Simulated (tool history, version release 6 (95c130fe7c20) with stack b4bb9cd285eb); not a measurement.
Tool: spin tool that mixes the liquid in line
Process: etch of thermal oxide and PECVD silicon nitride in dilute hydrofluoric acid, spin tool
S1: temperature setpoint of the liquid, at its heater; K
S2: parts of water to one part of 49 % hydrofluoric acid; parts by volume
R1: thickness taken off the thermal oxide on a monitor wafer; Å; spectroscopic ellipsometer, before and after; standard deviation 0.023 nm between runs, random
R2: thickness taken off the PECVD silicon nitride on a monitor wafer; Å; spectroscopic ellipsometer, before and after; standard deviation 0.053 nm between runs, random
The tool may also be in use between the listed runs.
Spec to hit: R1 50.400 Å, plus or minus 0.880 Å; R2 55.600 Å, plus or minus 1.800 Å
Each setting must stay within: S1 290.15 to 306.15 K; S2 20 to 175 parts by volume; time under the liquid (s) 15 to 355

Run 1, hour 0.0: S1 298.15 K, S2 95 parts by volume, time under the liquid (s) 180. Result: R1 87.706 Å, R2 77.229 Å.
Run 2, hour 0.9: S1 299.65 K, S2 95 parts by volume, time under the liquid (s) 180. Result: R1 92.617 Å, R2 86.449 Å.
Run 3, hour 8.9: S1 299.65 K, S2 85 parts by volume, time under the liquid (s) 180. Result: R1 105.150 Å, R2 94.764 Å.
Run 4, hour 16.0: S1 299.65 K, S2 60 parts by volume, time under the liquid (s) 180. Result: R1 153.880 Å, R2 131.590 Å.
Run 5, hour 19.3: S1 299.65 K, S2 60 parts by volume, time under the liquid (s) 130. Result: R1 111.450 Å, R2 97.244 Å.
Run 6, hour 26.6: S1 300.15 K, S2 75 parts by volume, time under the liquid (s) 135. Result: R1 92.315 Å, R2 84.154 Å.
Run 7, hour 33.5: S1 300.65 K, S2 85 parts by volume, time under the liquid (s) 135. Result: R1 81.845 Å, R2 77.645 Å.
Run 8, hour 39.3: S1 301.15 K, S2 95 parts by volume, time under the liquid (s) 135. Result: R1 73.629 Å, R2 70.688 Å.

Which single option among these 4 for the next run brings every result within its allowed miss of target? Just one does.
Run A, hour 45.1: S1 306.15 K, S2 140 parts by volume, time under the liquid (s) 115. Result: R1 ?, R2 ?.
Run B, hour 45.1: S1 306.15 K, S2 135 parts by volume, time under the liquid (s) 110. Result: R1 ?, R2 ?.
Run C, hour 45.1: S1 304.15 K, S2 145 parts by volume, time under the liquid (s) 135. Result: R1 ?, R2 ?.
Run D, hour 45.1: S1 301.65 K, S2 85 parts by volume, time under the liquid (s) 85. Result: R1 ?, R2 ?.

move      R1      R2
   A  48.200  55.317
   B  48.154  54.922
   C  50.543  55.525
   D  53.726  51.215
A: the result that was furthest off in the last run now lies on the other side of its target
B: the result that was furthest off in the last run now lies on the other side of its target
C: meets every target
D: moves toward the targets from the last run without getting all of them in spec
Go with C: it meets all targets.
